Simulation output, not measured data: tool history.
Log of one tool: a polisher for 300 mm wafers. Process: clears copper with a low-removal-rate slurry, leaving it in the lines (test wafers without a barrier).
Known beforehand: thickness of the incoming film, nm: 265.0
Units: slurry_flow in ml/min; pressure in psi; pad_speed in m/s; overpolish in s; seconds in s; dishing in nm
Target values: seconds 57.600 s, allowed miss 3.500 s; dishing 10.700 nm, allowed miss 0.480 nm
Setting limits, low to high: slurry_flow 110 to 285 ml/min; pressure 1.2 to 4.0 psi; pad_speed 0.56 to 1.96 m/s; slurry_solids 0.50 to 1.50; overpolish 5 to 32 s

| run | hour | slurry_flow | pressure | pad_speed | slurry_solids | overpolish | seconds | dishing |
|---|---|---|---|---|---|---|---|---|
| 1 | 0.0 | 180 | 2.6 | 1.26 | 1.00 | 16 | 80.062 | 14.140 |
| 2 | 6.0 | 180 | 2.6 | 1.26 | 0.90 | 16 | 80.526 | 14.037 |
| 3 | 14.8 | 185 | 2.6 | 1.32 | 0.85 | 14 | 80.101 | 13.874 |
| 4 | 21.8 | 185 | 2.6 | 1.46 | 0.85 | 14 | 69.757 | 13.929 |
| 5 | 26.6 | 170 | 2.5 | 1.54 | 0.85 | 12 | 69.398 | 13.795 |
| 6 | 33.9 | 190 | 2.4 | 1.62 | 0.80 | 11 | 66.002 | 13.600 |
| 7 | 38.9 | 205 | 2.3 | 1.68 | 0.75 | 10 | 68.216 | 13.373 |
| 8 | 39.8 | 220 | 2.3 | 1.72 | 0.75 | 9 | 67.736 | 12.767 |
| 9 | 44.2 | 230 | 2.3 | 1.74 | 0.90 | 8 | 60.678 | 12.604 |
|  | 50.8 | slurry blender recalibrated |
| 10 | 50.8 | 240 | 2.2 | 1.76 | 1.00 | 7 | 60.917 | 12.319 |
| 11 | 53.2 | 250 | 2.1 | 1.80 | 1.10 | 7 | 59.240 | 12.418 |
| 12 | 57.6 | 255 | 2.0 | 1.82 | 1.10 | 7 | 58.239 | 12.243 |
| 13 | 61.9 | 260 | 1.9 | 1.84 | 1.15 | 7 | 57.320 | 11.920 |

Which one of the following 4 next-run settings gets every result inside its allowed miss? There is exactly one.
| A | 66.2 | 260 | 1.6 | 1.94 | 1.45 | 5 | ? | ? |
| B | 66.2 | 220 | 2.3 | 1.72 | 1.50 | 10 | ? | ? |
| C | 66.2 | 280 | 1.9 | 1.88 | 1.25 | 15 | ? | ? |
| D | 66.2 | 260 | 1.8 | 1.74 | 1.15 | 12 | ? | ? |

| move | seconds | dishing |
|---|---|---|
| A | 55.637 | 10.688 |
| B | 52.223 | 14.077 |
| C | 53.802 | 14.813 |
| D | 61.046 | 14.103 |
A: each result inside its tolerance
B: misses by more than the last run did
C: misses by more than the last run did
D: misses by more than the last run did
Correct choice: A, which meets every target
